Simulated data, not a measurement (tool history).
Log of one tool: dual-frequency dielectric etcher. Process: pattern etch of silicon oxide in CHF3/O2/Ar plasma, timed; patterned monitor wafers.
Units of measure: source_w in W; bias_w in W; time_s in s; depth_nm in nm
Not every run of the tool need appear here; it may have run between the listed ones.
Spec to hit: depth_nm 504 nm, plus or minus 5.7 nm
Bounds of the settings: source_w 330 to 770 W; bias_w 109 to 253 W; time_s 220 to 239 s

run	hour	source_w	bias_w	time_s	depth_nm
1	0	550	181	239	477.67
2	6.7	500	181	239	459.92
3	14.1	500	213	239	478.9
4	19.6	510	213	239	482.28
5	24.4	520	213	239	486.05
6	26.3	520	192	239	474.32
7	35	540	193	239	482.8
8	43.1	550	193	239	486.71
9	52.2	560	193	239	488.82
10	54.4	570	193	239	493.53

Of the 5 settings listed for the next run, only one would bring every result within its allowed miss of target. Which one?
A	56.6	660	211	224.5	?
B	56.6	600	191	233	?
C	56.6	560	201	236.5	?
D	56.6	630	173	233.5	?
E	56.6	610	188	232.5	?

move	depth_nm
A	506.46
B	491.95
C	490.95
D	491.45
E	492.46
A: meets every target
B: moves away from the targets compared with the last run
C: moves away from the targets compared with the last run
D: moves away from the targets compared with the last run
E: moves away from the targets compared with the last run
Answer: A
